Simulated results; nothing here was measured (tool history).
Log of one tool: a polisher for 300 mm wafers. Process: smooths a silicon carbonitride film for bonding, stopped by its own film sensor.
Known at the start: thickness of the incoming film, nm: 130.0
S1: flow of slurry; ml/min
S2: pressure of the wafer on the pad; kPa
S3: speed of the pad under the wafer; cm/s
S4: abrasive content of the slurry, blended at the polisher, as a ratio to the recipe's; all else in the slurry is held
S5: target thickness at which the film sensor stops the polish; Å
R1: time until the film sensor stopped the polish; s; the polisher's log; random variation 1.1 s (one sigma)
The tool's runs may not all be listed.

run,hour,S1,S2,S3,S4,S5,R1
1,0,185,13.1,102,1,1210,38.354
2,7,185,13.1,102,0.9,1210,39.592
3,11.5,185,11.7,100,0.9,1210,43.319
4,13.2,185,11.7,100,0.75,1210,46.003
5,13.9,185,11,98,0.75,1210,47.386
6,22.3,140,11,98,0.75,1210,50.253

Run 7 comes next. What will it give?
7,27.7,140,10.3,96,0.75,1210,?

Run 7 gave R1 52.752 s.
